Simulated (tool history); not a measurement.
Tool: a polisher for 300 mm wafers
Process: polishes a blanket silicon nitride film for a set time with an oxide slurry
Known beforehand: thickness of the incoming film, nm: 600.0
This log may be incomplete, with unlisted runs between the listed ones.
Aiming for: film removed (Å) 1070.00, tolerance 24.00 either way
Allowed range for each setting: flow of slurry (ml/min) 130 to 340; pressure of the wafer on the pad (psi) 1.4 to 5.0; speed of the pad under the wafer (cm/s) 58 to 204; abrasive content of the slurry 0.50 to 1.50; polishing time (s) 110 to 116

run    day  flow of slurry (ml/min)  pressure of the wafer on the pad (psi)  speed of the pad under the wafer (cm/s)  abrasive content of the slurry  polishing time (s)  film removed (Å)
  1  0.000                      220                                     3.2                                      130                            1.00                 110            811.99
  2  0.179                      220                                     3.2                                      130                            1.00                 116            852.81
  3  0.479                      230                                     3.4                                      130                            1.00                 116            914.11
  4  0.517                      260                                     3.4                                      130                            1.00                 116            936.15
  5  0.558                      260                                     3.4                                      130                            1.00                 110            871.74
  6  0.600                      260                                     3.4                                      130                            0.80                 110            823.26
  7  0.633                      270                                     3.6                                      130                            0.80                 110            874.57
  8  0.988                      275                                     3.8                                      130                            0.80                 110            921.51
  9  1.167                      280                                     3.9                                      130                            0.80                 110            950.63
 10  1.196                      285                                     4.0                                      130                            0.80                 110            980.43
 11  1.438                      290                                     4.1                                      130                            0.80                 110            998.70
 12  1.588                      295                                     4.2                                      130                            0.80                 110           1038.90
 13  1.638                      300                                     4.2                                      130                            0.80                 110           1030.30

Which single option among these 4 for the next run brings every result within its allowed miss of target? Just one does.
  A  1.688                      290                                     4.4                                      126                            0.85                 116                 ?
  B  1.688                      335                                     4.4                                      120                            0.75                 110                 ?
  C  1.688                      285                                     4.3                                      132                            0.85                 110                 ?
  D  1.688                      250                                     5.0                                      120                            0.65                 114                 ?

move  film removed (Å)
   A           1136.60
   B           1030.30
   C           1077.60
   D           1133.50
A: the result that was furthest off in the last run now lies on the other side of its target
B: no nearer and no further than the last run
C: hits every target within its allowed miss
D: the result that was furthest off in the last run now lies on the other side of its target
Answer: C

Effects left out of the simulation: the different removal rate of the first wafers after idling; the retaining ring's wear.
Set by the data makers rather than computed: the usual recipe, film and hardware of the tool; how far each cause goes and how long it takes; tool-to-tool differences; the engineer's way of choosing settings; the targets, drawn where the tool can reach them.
